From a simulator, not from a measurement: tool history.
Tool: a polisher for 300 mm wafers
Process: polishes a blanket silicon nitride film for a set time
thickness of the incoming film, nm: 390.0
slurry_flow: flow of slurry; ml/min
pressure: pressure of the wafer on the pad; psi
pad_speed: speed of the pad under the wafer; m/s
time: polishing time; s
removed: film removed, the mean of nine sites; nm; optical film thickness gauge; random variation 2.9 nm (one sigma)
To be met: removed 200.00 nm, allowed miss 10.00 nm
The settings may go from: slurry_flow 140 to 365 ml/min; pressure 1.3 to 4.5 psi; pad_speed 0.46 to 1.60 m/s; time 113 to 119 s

{"run": 1, "hour": 0.0, "slurry_flow": 235, "pressure": 2.9, "pad_speed": 1.02, "time": 113, "removed": 133.3}
{"run": 2, "hour": 1.3, "slurry_flow": 235, "pressure": 2.9, "pad_speed": 1.02, "time": 113, "removed": 127.18}
{"run": 3, "hour": 2.8, "slurry_flow": 235, "pressure": 3.1, "pad_speed": 1.02, "time": 113, "removed": 136.92}
{"run": 4, "hour": 11.7, "slurry_flow": 235, "pressure": 3.1, "pad_speed": 1.12, "time": 113, "removed": 150.18}
{"run": 5, "hour": 20.4, "slurry_flow": 235, "pressure": 3.2, "pad_speed": 1.12, "time": 113, "removed": 154.2}
{"run": 6, "hour": 26.1, "slurry_flow": 235, "pressure": 3.2, "pad_speed": 1.12, "time": 113, "removed": 154.63}
{"run": 7, "hour": 32.3, "slurry_flow": 235, "pressure": 3.3, "pad_speed": 1.12, "time": 113, "removed": 161.16}
{"hour": 37.4, "done": "head pressure recalibrated"}
{"run": 8, "hour": 37.4, "slurry_flow": 235, "pressure": 3.4, "pad_speed": 1.12, "time": 113, "removed": 178.64}
{"run": 9, "hour": 43.4, "slurry_flow": 235, "pressure": 3.5, "pad_speed": 1.12, "time": 113, "removed": 189.8}

Which of these 5 next moves meets every target?
{"run": "A", "hour": 49.4, "slurry_flow": 150, "pressure": 2.7, "pad_speed": 1.54, "time": 117, "removed": "?"}
{"run": "B", "hour": 49.4, "slurry_flow": 185, "pressure": 3.7, "pad_speed": 1.08, "time": 119, "removed": "?"}
{"run": "C", "hour": 49.4, "slurry_flow": 225, "pressure": 3.2, "pad_speed": 1.14, "time": 113, "removed": "?"}
{"run": "D", "hour": 49.4, "slurry_flow": 240, "pressure": 3.3, "pad_speed": 1.14, "time": 113, "removed": "?"}
{"run": "E", "hour": 49.4, "slurry_flow": 215, "pressure": 2.9, "pad_speed": 1.26, "time": 114, "removed": "?"}

move=A removed=182.13
move=B removed=197.03
move=C removed=174.53
move=D removed=181.30
move=E removed=172.30
A: further off than the last run
B: meets every target
C: further off than the last run
D: further off than the last run
E: further off than the last run
Answer: B

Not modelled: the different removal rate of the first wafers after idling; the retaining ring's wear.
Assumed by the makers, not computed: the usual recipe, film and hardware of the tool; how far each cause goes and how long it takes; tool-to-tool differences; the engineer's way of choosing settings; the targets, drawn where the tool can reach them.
